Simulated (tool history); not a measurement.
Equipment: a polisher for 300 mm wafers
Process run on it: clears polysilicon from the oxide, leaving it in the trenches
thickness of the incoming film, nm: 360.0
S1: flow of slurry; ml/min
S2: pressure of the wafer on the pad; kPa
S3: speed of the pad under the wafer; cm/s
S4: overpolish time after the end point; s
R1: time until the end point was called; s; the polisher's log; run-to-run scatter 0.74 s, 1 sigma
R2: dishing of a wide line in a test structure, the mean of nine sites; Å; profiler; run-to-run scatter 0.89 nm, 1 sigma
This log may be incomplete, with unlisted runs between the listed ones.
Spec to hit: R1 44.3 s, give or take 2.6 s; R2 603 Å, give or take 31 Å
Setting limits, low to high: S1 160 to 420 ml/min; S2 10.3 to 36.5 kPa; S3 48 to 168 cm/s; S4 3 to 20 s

Run 1, hour 0: S1 270 ml/min, S2 23.4 kPa, S3 108 cm/s, S4 10 s. Result: R1 18.545 s, R2 721.02 Å.
Run 2, hour 8.5: S1 270 ml/min, S2 20 kPa, S3 100 cm/s, S4 10 s. Result: R1 22.966 s, R2 648.94 Å.
Run 3, hour 14: S1 270 ml/min, S2 20 kPa, S3 100 cm/s, S4 13 s. Result: R1 23.002 s, R2 720.37 Å.
Run 4, hour 18.6: S1 270 ml/min, S2 17.9 kPa, S3 92 cm/s, S4 13 s. Result: R1 28.791 s, R2 686.3 Å.
Run 5, hour 24.6: S1 270 ml/min, S2 15.9 kPa, S3 90 cm/s, S4 13 s. Result: R1 31.19 s, R2 652.96 Å.
At hour 29.9: worn pad replaced by a new one.
Run 6, hour 29.9: S1 270 ml/min, S2 14.5 kPa, S3 88 cm/s, S4 13 s. Result: R1 31.859 s, R2 651.02 Å.
Run 7, hour 34: S1 260 ml/min, S2 10.3 kPa, S3 58 cm/s, S4 13 s. Result: R1 60.441 s, R2 473.71 Å.
Run 8, hour 37.1: S1 265 ml/min, S2 16.5 kPa, S3 60 cm/s, S4 18 s. Result: R1 37.176 s, R2 684.38 Å.
Run 9, hour 45.1: S1 265 ml/min, S2 15.9 kPa, S3 60 cm/s, S4 18 s. Result: R1 39.263 s, R2 662.76 Å.
Run 10, hour 53: S1 265 ml/min, S2 15.2 kPa, S3 60 cm/s, S4 18 s. Result: R1 41.285 s, R2 672.99 Å.
Run 11, hour 55.5: S1 265 ml/min, S2 15.2 kPa, S3 60 cm/s, S4 18 s. Result: R1 40.729 s, R2 659 Å.
Run 12, hour 62.5: S1 265 ml/min, S2 14.5 kPa, S3 60 cm/s, S4 17 s. Result: R1 43.631 s, R2 634.13 Å.

Exactly one of the 4 candidate moves below puts every result within its allowed miss. Which one?
Run A, hour 69.5: S1 205 ml/min, S2 10.3 kPa, S3 88 cm/s, S4 15 s. Result: R1 ?, R2 ?.
Run B, hour 69.5: S1 310 ml/min, S2 16.5 kPa, S3 54 cm/s, S4 11 s. Result: R1 ?, R2 ?.
Run C, hour 69.5: S1 275 ml/min, S2 16.5 kPa, S3 58 cm/s, S4 13 s. Result: R1 ?, R2 ?.
Run D, hour 69.5: S1 250 ml/min, S2 17.2 kPa, S3 54 cm/s, S4 17 s. Result: R1 ?, R2 ?.

move      R1      R2
   A  45.106  593.68
   B  40.376  539.36
   C  38.717  596.21
   D  39.492  656.58
A: every result lands within tolerance
B: takes the result that was furthest off past its target
C: brings the last run's worst result on target, with another outside its allowed miss
D: the biggest miss grows against the last run
The move that meets every target is A.
